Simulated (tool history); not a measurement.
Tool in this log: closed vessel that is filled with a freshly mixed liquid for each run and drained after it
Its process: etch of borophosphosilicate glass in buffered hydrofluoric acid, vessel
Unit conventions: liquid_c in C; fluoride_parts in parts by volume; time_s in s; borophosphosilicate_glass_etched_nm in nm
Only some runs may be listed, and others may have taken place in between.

run	day	liquid_c	fluoride_parts	time_s	borophosphosilicate_glass_etched_nm
1	0.000	23.0	13.5	90	125.89
2	0.112	23.0	15.5	90	110.36
3	0.246	24.5	13.5	90	137.31
4	0.292	26.0	12.0	90	165.04
5	0.450	26.0	12.0	90	167.05
6	0.829	27.0	11.0	90	193.67

Forecast run 7:
7	1.000	28.0	10.5	90	?

borophosphosilicate_glass_etched_nm: 212.73 nm
